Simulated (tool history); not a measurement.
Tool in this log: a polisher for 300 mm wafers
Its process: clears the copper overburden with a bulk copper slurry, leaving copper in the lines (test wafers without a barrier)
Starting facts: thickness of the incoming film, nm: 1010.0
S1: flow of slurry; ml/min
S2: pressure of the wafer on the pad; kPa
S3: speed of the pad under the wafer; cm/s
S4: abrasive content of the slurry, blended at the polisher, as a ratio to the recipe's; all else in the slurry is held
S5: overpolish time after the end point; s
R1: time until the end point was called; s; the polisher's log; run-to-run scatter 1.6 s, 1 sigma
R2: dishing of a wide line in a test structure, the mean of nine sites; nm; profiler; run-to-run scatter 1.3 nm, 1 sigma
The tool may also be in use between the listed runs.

run    day   S1    S2   S3    S4  S5      R1      R2
  1  0.000  190  16.5  130  1.00  15  104.33  67.417
  2  0.158  190  15.9  130  1.00  16  109.02  63.990
  3  0.350  190  15.9  130  0.85  16  110.97  65.386
  4  0.425  220  15.9  130  0.85  16  110.74  63.729
  5  0.762  220  15.2  130  0.85  17  113.35  64.971
  6  1.054  220  14.5  130  0.85  18  119.67  69.150
  7  1.421  220  13.8  130  0.85  18  125.17  64.864

Predict the results of run 8:
  8  1.679  220  13.1  130  0.85  18   ?   ?

R1: 132.60 s
R2: 60.792 nm
